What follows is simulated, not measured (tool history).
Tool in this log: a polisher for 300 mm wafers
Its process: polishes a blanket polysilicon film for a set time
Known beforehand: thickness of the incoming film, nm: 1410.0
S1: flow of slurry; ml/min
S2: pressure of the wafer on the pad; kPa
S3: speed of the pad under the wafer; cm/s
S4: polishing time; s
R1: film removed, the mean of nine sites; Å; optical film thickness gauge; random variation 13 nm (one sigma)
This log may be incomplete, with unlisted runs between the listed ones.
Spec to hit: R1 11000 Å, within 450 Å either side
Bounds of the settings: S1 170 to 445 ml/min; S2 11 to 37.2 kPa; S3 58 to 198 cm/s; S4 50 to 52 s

{"run": 1, "day": 0.0, "S1": 285, "S2": 24.1, "S3": 128, "S4": 50, "R1": 7247.3}
{"run": 2, "day": 0.15, "S1": 285, "S2": 24.1, "S3": 128, "S4": 50, "R1": 7123.4}
{"run": 3, "day": 0.512, "S1": 285, "S2": 25.5, "S3": 128, "S4": 50, "R1": 7595}
{"run": 4, "day": 0.646, "S1": 245, "S2": 25.5, "S3": 128, "S4": 50, "R1": 7426.7}
{"run": 5, "day": 1.008, "S1": 245, "S2": 25.5, "S3": 128, "S4": 50, "R1": 7372.6}
{"run": 6, "day": 1.129, "S1": 245, "S2": 25.5, "S3": 128, "S4": 52, "R1": 7588.5}
{"run": 7, "day": 1.358, "S1": 260, "S2": 26.9, "S3": 128, "S4": 52, "R1": 8276.2}
{"run": 8, "day": 1.529, "S1": 260, "S2": 26.9, "S3": 128, "S4": 52, "R1": 8331.7}
{"run": 9, "day": 1.762, "S1": 270, "S2": 27.6, "S3": 128, "S4": 52, "R1": 8335.6}
{"run": 10, "day": 2.075, "S1": 270, "S2": 29, "S3": 128, "S4": 52, "R1": 8833.9}

Which single option among these 5 for the next run brings every result within its allowed miss of target? Just one does.
{"run": "A", "day": 2.388, "S1": 330, "S2": 31, "S3": 162, "S4": 52, "R1": "?"}
{"run": "B", "day": 2.388, "S1": 350, "S2": 37.2, "S3": 136, "S4": 52, "R1": "?"}
{"run": "C", "day": 2.388, "S1": 310, "S2": 31, "S3": 140, "S4": 50, "R1": "?"}
{"run": "D", "day": 2.388, "S1": 260, "S2": 28.3, "S3": 168, "S4": 52, "R1": "?"}
{"run": "E", "day": 2.388, "S1": 225, "S2": 29, "S3": 150, "S4": 52, "R1": "?"}

move=A R1=11806
move=B R1=12187
move=C R1=9943.1
move=D R1=10866
move=E R1=9891.9
A: the result that was furthest off in the last run now lies on the other side of its target
B: the result that was furthest off in the last run now lies on the other side of its target
C: gains on the last run, yet a result remains outside its allowed miss
D: each result inside its tolerance
E: gains on the last run, yet a result remains outside its allowed miss
The right move is D.
